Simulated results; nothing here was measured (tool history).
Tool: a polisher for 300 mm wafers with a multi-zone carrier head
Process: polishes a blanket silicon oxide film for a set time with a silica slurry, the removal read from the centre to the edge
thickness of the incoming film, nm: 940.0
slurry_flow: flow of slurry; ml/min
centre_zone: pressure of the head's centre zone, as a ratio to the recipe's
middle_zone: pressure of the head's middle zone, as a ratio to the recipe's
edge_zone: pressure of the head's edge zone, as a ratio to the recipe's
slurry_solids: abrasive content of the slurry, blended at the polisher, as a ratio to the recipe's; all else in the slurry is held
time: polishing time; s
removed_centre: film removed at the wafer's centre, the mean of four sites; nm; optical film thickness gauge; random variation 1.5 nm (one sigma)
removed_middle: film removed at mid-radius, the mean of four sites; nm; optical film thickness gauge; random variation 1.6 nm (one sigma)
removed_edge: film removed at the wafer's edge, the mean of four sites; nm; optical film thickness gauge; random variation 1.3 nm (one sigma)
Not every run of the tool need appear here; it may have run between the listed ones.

| run | hour | slurry_flow | centre_zone | middle_zone | edge_zone | slurry_solids | time | removed_centre | removed_middle | removed_edge |
|---|---|---|---|---|---|---|---|---|---|---|
| 1 | 0.0 | 210 | 1.00 | 1.00 | 1.00 | 1.00 | 40 | 158.62 | 152.01 | 147.95 |
| 2 | 2.4 | 205 | 1.01 | 1.01 | 0.96 | 0.90 | 40 | 155.02 | 151.84 | 145.05 |
| 3 | 10.9 | 205 | 1.01 | 1.01 | 0.96 | 1.05 | 40 | 159.01 | 157.19 | 147.77 |
| 4 | 12.9 | 205 | 1.01 | 1.09 | 0.96 | 1.05 | 40 | 160.39 | 163.82 | 150.06 |
| 5 | 19.8 | 225 | 1.01 | 1.09 | 0.96 | 1.05 | 40 | 163.86 | 167.28 | 150.00 |
| 6 | 24.3 | 225 | 1.01 | 1.09 | 1.02 | 1.05 | 40 | 164.73 | 171.03 | 153.46 |
| 7 | 30.4 | 245 | 1.03 | 1.08 | 1.00 | 0.90 | 39 | 157.91 | 156.10 | 143.32 |
| 8 | 35.5 | 260 | 1.05 | 1.10 | 0.97 | 0.80 | 38 | 152.01 | 150.93 | 136.37 |

Predict the results of run 9:
| 9 | 43.9 | 260 | 1.07 | 1.11 | 0.94 | 0.75 | 38 | ? | ? | ? |

Run 9 measured removed_centre 150.76 nm, removed_middle 152.86 nm, removed_edge 129.47 nm.
